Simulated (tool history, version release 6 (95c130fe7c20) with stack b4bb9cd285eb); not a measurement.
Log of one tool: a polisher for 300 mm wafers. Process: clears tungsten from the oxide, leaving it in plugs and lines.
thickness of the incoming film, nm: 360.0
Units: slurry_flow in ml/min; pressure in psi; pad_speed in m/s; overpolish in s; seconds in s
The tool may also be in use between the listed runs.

| run | hour | slurry_flow | pressure | pad_speed | slurry_solids | overpolish | seconds |
|---|---|---|---|---|---|---|---|
| 1 | 0 | 280 | 4.7 | 1.34 | 1 | 19 | 55.658 |
| 2 | 3.8 | 280 | 4.7 | 1.34 | 1.15 | 19 | 54.902 |
| 3 | 4.5 | 250 | 4.7 | 1.34 | 1.15 | 19 | 54.22 |
| 4 | 11.4 | 250 | 4.7 | 1.34 | 1.25 | 19 | 53.858 |
| 5 | 20.2 | 250 | 3.7 | 1.34 | 1.25 | 19 | 67.299 |
| 6 | 22.8 | 250 | 3.4 | 1.32 | 1.25 | 19 | 75.341 |

The next listed run, before its measurement:
| 7 | 28.7 | 250 | 3.2 | 1.32 | 1.25 | 19 | ? |

Run 7 gave seconds 79.728 s.
